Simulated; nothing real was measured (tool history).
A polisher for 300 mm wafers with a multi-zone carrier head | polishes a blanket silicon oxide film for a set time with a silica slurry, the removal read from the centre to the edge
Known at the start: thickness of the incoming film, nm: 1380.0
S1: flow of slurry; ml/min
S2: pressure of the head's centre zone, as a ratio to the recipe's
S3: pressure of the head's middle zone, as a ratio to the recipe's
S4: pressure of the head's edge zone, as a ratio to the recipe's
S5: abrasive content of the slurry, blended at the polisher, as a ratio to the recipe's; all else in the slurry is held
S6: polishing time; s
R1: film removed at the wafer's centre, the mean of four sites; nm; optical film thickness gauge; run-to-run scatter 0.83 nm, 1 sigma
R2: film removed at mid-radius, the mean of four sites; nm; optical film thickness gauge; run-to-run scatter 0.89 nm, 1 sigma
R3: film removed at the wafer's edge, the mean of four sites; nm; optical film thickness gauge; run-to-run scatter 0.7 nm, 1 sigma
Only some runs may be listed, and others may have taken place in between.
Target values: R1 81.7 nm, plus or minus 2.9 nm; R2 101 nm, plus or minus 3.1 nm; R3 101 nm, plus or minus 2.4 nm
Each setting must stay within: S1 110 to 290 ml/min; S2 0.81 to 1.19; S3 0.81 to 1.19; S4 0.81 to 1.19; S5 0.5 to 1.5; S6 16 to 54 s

run  hour   S1    S2    S3    S4    S5  S6      R1      R2      R3
  1     0  185     1     1     1     1  35  163.44     169  166.16
  2   3.2  185  1.06     1     1     1  35  173.56  169.59  165.63
  3  10.3  185  1.06     1     1     1  42  206.56  201.58  201.93
  4  14.9  185  1.06  1.04     1     1  42  209.57  211.41  200.33
  5  18.1  165  0.98  1.02  0.99  0.85  37  152.41  165.84  162.46
  6    27  155  0.93     1  0.96  0.75  34  123.99  139.67   136.6
  7  32.6  145  0.89  0.99  0.94  0.65  33  107.36  125.16  120.66
  8    34  135  0.86  0.98  0.94   0.6  32  96.534  113.84   110.1
  9  36.3  130  0.84  0.98  0.97  0.55  32  87.392  107.83  105.48
 10  41.9  125  0.83  0.97  0.97  0.55  32  86.064  106.83  106.31
 11  45.1  115  0.81  0.94  0.91   0.5  32  77.568  98.124   95.48
 12    50  125  0.81  0.94  0.92   0.5  32  76.785  99.487  97.391
 13  51.1  130  0.82  0.94  0.92   0.5  32  81.541  97.462  97.172
 14  52.7  130  0.82  0.95  0.94   0.5  32   79.14  98.371  98.289

5 next moves are on the table. One of them brings every result within its allowed miss. Which?
  A  54.3  140  0.83  0.95  0.89   0.6  31   ?   ?   ?
  B  54.3  210  0.85  0.95  0.97   0.5  29   ?   ?   ?
  C  54.3  125  0.84  0.83  1.01   0.5  32   ?   ?   ?
  D  54.3  110  0.84  1.01  0.85  0.55  33   ?   ?   ?
  E  54.3  115  0.85  1.03  1.03  0.55  30   ?   ?   ?

move      R1      R2      R3
   A  86.851  110.01  104.48
   B  78.642  96.637  93.998
   C  79.765  94.409  100.88
   D  85.611  110.62  101.16
   E  79.326  102.08  100.27
A: takes the result that was furthest off past its target
B: its largest miss is bigger than the last run's
C: brings the last run's worst result on target, with another outside its allowed miss
D: brings the last run's worst result on target, with another outside its allowed miss
E: every result lands within tolerance
E is the move that brings every result within its allowed miss.

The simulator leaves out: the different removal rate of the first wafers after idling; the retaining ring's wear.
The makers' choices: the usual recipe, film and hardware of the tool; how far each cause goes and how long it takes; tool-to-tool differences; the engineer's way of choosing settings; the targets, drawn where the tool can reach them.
